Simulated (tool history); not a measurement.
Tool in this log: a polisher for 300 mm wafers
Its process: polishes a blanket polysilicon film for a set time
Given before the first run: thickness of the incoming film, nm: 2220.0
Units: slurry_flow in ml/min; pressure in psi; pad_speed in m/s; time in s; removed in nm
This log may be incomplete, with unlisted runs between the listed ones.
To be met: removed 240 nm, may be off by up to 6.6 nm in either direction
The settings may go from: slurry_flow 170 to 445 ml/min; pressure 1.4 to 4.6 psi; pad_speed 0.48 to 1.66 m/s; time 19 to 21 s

| run | hour | slurry_flow | pressure | pad_speed | time | removed |
|---|---|---|---|---|---|---|
| 1 | 0 | 285 | 3 | 1.06 | 21 | 169.95 |
| 2 | 6.1 | 285 | 2.6 | 1.06 | 21 | 147.39 |
| 3 | 10.1 | 355 | 2.6 | 1.06 | 21 | 150.21 |
| 4 | 11.3 | 355 | 2.9 | 1.06 | 21 | 168.75 |
| 5 | 14 | 355 | 2.9 | 1.06 | 19 | 151.45 |
| 6 | 16.6 | 355 | 2.9 | 0.96 | 19 | 138.57 |
| 7 | 22.3 | 355 | 3.2 | 0.96 | 19 | 153.31 |
| 8 | 28.1 | 355 | 3.5 | 0.96 | 19 | 166.16 |
| 9 | 28.9 | 355 | 3.7 | 0.96 | 19 | 176.52 |
| 10 | 30.4 | 355 | 3.9 | 0.96 | 19 | 183.42 |
| 11 | 31.9 | 355 | 4.1 | 0.98 | 19 | 197.61 |
| 12 | 36.6 | 355 | 4.2 | 1 | 19 | 206.29 |
| 13 | 42.4 | 355 | 4.3 | 1.02 | 19 | 215.41 |
| 14 | 45.8 | 355 | 4.4 | 1.02 | 19 | 221.47 |
|  | 50.8 | worn pad replaced by a new one |
| 15 | 50.8 | 355 | 4.5 | 1.04 | 19 | 249.72 |

Exercise: of the 4 proposed moves below, exactly one satisfies all targets within the stated allowed misses. Which move is it?
| A | 55.8 | 345 | 4.6 | 0.9 | 20 | ? |
| B | 55.8 | 325 | 4.3 | 1.06 | 20 | ? |
| C | 55.8 | 330 | 4.6 | 1 | 20 | ? |
| D | 55.8 | 385 | 3.9 | 1.1 | 21 | ? |

| move | removed |
|---|---|
| A | 238.57 |
| B | 255.57 |
| C | 260 |
| D | 255.37 |
A: in spec on every target
B: misses by more than the last run did
C: misses by more than the last run did
D: misses by more than the last run did
The move that meets every target is A.
